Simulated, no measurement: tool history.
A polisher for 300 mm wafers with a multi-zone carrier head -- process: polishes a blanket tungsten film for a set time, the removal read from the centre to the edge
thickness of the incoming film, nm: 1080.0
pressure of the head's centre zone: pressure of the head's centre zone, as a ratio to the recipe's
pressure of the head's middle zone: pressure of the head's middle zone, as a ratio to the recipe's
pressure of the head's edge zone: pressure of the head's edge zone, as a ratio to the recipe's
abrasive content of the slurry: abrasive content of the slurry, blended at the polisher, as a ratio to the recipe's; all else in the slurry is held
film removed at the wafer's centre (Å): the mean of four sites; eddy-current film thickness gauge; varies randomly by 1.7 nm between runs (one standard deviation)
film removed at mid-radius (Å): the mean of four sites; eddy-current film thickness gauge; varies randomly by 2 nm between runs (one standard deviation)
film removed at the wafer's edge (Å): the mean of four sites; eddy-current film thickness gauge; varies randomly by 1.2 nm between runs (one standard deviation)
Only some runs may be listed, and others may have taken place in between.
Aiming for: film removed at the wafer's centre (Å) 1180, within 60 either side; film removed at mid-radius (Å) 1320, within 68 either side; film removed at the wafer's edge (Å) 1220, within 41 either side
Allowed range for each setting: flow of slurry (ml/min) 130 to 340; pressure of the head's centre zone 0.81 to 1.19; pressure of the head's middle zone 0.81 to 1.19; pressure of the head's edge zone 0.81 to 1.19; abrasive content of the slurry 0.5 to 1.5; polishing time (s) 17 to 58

run	hour	flow of slurry (ml/min)	pressure of the head's centre zone	pressure of the head's middle zone	pressure of the head's edge zone	abrasive content of the slurry	polishing time (s)	film removed at the wafer's centre (Å)	film removed at mid-radius (Å)	film removed at the wafer's edge (Å)
1	0	220	1	1	1	1	37	2147	2104.1	2055.8
2	8.2	220	1	1	1	1	34	1952.5	1909	1920.7
3	14.2	220	1	1	1	1	30	1722.1	1660	1694.2
4	18.9	220	1	1	1	0.9	30	1702.4	1641.3	1667
5	23.2	220	0.98	1.01	0.98	0.85	29	1611	1560.5	1527.7
6	29	215	0.95	1.01	0.98	0.8	29	1512.8	1572.8	1542.4
7	33.5	215	0.94	1.01	0.96	0.75	29	1504.3	1562.5	1479.6
8	37.2	210	0.92	1	0.95	0.7	29	1414.3	1523.7	1483.2
9	38.5	210	0.92	1	0.95	0.7	29	1402.5	1511.8	1479
10	46	210	0.92	1	0.93	0.65	29	1392.3	1464.7	1432.7
11	52.8	210	0.91	1	0.91	0.6	29	1356.8	1452.5	1395.3
12	55.9	210	0.9	1	0.9	0.6	29	1343.1	1417.1	1379.6
13	57	210	0.89	1.01	0.89	0.6	29	1329.3	1436.2	1385.4
14	58.5	210	0.89	1.02	0.88	0.6	29	1313.6	1436.9	1373.8
15	65.3	210	0.89	1.03	0.87	0.6	29	1307.6	1491	1345.2
16	66.5	210	0.89	1.03	0.86	0.6	29	1310	1535.9	1377.3

Pick the move, out of 5, that brings all results within their allowed miss; only one does.
A	67.7	225	0.85	1.12	0.83	0.55	24	?	?	?
B	67.7	280	0.97	1.14	0.85	0.55	23	?	?	?
C	67.7	220	0.81	0.95	0.87	0.5	29	?	?	?
D	67.7	200	0.9	1.01	0.86	0.5	27	?	?	?
E	67.7	210	0.81	0.9	0.92	0.6	25	?	?	?

move	film removed at the wafer's centre (Å)	film removed at mid-radius (Å)	film removed at the wafer's edge (Å)
A	1013.9	1312.1	1090.3
B	1142.6	1310.9	1075.7
C	1139.3	1347.8	1314.8
D	1159.8	1301.5	1204.7
E	1012.1	1145.8	1198
A: takes the biggest miss from the last run beyond its target
B: takes the biggest miss from the last run beyond its target
C: gains on the last run, yet a result remains outside its allowed miss
D: all results in spec
E: brings the result that was furthest off to its target, and leaves another outside
D is the move that brings every result within its allowed miss.

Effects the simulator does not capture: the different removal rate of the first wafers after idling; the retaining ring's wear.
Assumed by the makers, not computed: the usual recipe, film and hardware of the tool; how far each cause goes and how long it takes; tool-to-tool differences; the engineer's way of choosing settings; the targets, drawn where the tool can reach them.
